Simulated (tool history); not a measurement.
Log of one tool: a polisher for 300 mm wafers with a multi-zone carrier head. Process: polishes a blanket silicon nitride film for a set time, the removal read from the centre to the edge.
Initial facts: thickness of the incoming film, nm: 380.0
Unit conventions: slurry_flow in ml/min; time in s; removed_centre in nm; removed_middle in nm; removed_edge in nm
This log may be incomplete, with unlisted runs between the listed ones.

run	day	slurry_flow	centre_zone	middle_zone	edge_zone	time	removed_centre	removed_middle	removed_edge
1	0	230	1	1	1	76	127.1	122.93	129.63
2	0.321	225	0.99	0.97	0.99	72	120.03	111.15	121.22
3	0.662	225	0.92	0.97	0.99	72	111.27	112.45	121.34
4	0.838	220	0.91	0.95	0.98	69	105.56	106.66	115.42
5	0.979	220	0.91	1.02	0.98	69	106.77	113.04	116.51
# day 1.35: slurry nozzle cleaned
6	1.35	220	0.91	1.02	1.04	69	110.37	118.57	122.86

Run 7, settings as shown, results not yet in. Your forecast:
7	1.529	215	0.91	0.99	1.01	67	?	?	?

{"run 7": {"removed_centre": 105.73, "removed_middle": 113.17, "removed_edge": 116.35}}
